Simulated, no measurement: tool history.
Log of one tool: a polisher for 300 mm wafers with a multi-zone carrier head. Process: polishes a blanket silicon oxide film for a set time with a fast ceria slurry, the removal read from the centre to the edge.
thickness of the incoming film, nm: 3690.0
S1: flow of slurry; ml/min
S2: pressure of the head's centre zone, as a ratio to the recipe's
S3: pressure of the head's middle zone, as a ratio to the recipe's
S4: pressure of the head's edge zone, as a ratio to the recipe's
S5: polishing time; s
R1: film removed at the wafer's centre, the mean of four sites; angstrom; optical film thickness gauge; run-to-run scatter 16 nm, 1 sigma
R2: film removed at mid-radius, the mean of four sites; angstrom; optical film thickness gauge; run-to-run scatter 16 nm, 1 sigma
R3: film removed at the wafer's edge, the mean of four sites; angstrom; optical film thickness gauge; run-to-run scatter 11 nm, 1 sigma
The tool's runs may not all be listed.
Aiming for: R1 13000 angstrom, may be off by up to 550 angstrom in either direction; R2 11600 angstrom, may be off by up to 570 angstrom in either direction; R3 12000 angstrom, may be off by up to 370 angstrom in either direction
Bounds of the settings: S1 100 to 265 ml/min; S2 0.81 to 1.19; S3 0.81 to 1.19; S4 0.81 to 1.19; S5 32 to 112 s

{"run": 1, "hour": 0.0, "S1": 170, "S2": 1, "S3": 1, "S4": 1, "S5": 72, "R1": 8913.4, "R2": 8792.3, "R3": 9674.1}
{"run": 2, "hour": 2.4, "S1": 170, "S2": 0.97, "S3": 1, "S4": 1, "S5": 72, "R1": 8514.7, "R2": 8927.3, "R3": 9614.6}
{"run": 3, "hour": 10.3, "S1": 175, "S2": 0.99, "S3": 1.02, "S4": 1.01, "S5": 73, "R1": 8763.9, "R2": 9282, "R3": 9800.1}
{"run": 4, "hour": 16.2, "S1": 180, "S2": 1.01, "S3": 1.02, "S4": 1.01, "S5": 74, "R1": 9190.6, "R2": 9211.9, "R3": 10008}
{"run": 5, "hour": 18.1, "S1": 180, "S2": 1.01, "S3": 0.97, "S4": 1.01, "S5": 74, "R1": 9169.5, "R2": 9059, "R3": 10078}
{"run": 6, "hour": 26.7, "S1": 185, "S2": 1.03, "S3": 0.98, "S4": 1.01, "S5": 75, "R1": 9387, "R2": 9379, "R3": 10075}
{"run": 7, "hour": 35.3, "S1": 185, "S2": 1.05, "S3": 0.98, "S4": 1.01, "S5": 77, "R1": 9851.9, "R2": 9510, "R3": 10531}
{"run": 8, "hour": 43.6, "S1": 190, "S2": 1.07, "S3": 0.99, "S4": 1, "S5": 78, "R1": 10380, "R2": 9791.4, "R3": 10648}
{"run": 9, "hour": 45.1, "S1": 195, "S2": 1.08, "S3": 1, "S4": 1, "S5": 79, "R1": 10753, "R2": 9768.8, "R3": 10675}
{"run": 10, "hour": 52.1, "S1": 195, "S2": 1.08, "S3": 1, "S4": 1, "S5": 79, "R1": 10561, "R2": 9818.2, "R3": 10728}
{"run": 11, "hour": 57.0, "S1": 200, "S2": 1.09, "S3": 1.01, "S4": 1, "S5": 80, "R1": 10669, "R2": 10223, "R3": 10883}
{"run": 12, "hour": 65.6, "S1": 200, "S2": 1.1, "S3": 1.01, "S4": 1, "S5": 81, "R1": 11286, "R2": 10047, "R3": 11071}
{"run": 13, "hour": 73.2, "S1": 200, "S2": 1.1, "S3": 1.01, "S4": 1, "S5": 81, "R1": 11256, "R2": 10210, "R3": 10998}
{"run": 14, "hour": 78.0, "S1": 205, "S2": 1.11, "S3": 1.02, "S4": 1, "S5": 82, "R1": 11636, "R2": 10612, "R3": 11066}
{"run": 15, "hour": 84.8, "S1": 205, "S2": 1.11, "S3": 1.02, "S4": 1.01, "S5": 82, "R1": 11340, "R2": 10502, "R3": 11247}
{"run": 16, "hour": 85.9, "S1": 205, "S2": 1.12, "S3": 1.02, "S4": 1.01, "S5": 83, "R1": 11737, "R2": 10754, "R3": 11277}
{"run": 17, "hour": 88.0, "S1": 205, "S2": 1.12, "S3": 1.02, "S4": 1.01, "S5": 83, "R1": 11566, "R2": 10594, "R3": 11306}
{"hour": 93.2, "done": "edge zone pressure recalibrated"}
{"run": 18, "hour": 93.2, "S1": 240, "S2": 1.18, "S3": 1.07, "S4": 1.04, "S5": 85, "R1": 12656, "R2": 11549, "R3": 11511}

Next run, 5 choices. One meets every target within its allowed miss, the rest don't. Which?
{"run": "A", "hour": 98.4, "S1": 240, "S2": 1.19, "S3": 0.93, "S4": 1.15, "S5": 84, "R1": "?", "R2": "?", "R3": "?"}
{"run": "B", "hour": 98.4, "S1": 185, "S2": 0.97, "S3": 1.04, "S4": 1.05, "S5": 98, "R1": "?", "R2": "?", "R3": "?"}
{"run": "C", "hour": 98.4, "S1": 250, "S2": 1.16, "S3": 1.04, "S4": 1.06, "S5": 87, "R1": "?", "R2": "?", "R3": "?"}
{"run": "D", "hour": 98.4, "S1": 240, "S2": 1.18, "S3": 1.08, "S4": 1, "S5": 85, "R1": "?", "R2": "?", "R3": "?"}
{"run": "E", "hour": 98.4, "S1": 265, "S2": 1.19, "S3": 1.14, "S4": 1.08, "S5": 91, "R1": "?", "R2": "?", "R3": "?"}

move=A R1=12823 R2=10517 R3=12142
move=B R1=11787 R2=12941 R3=13218
move=C R1=13014 R2=11874 R3=12090
move=D R1=12878 R2=11881 R3=11438
move=E R1=14068 R2=13382 R3=12806
A: corrects the largest miss of the last run, while another result sits out of spec
B: takes the result that was furthest off past its target
C: hits every target within its allowed miss
D: further off than the last run
E: takes the result that was furthest off past its target
Answer: C
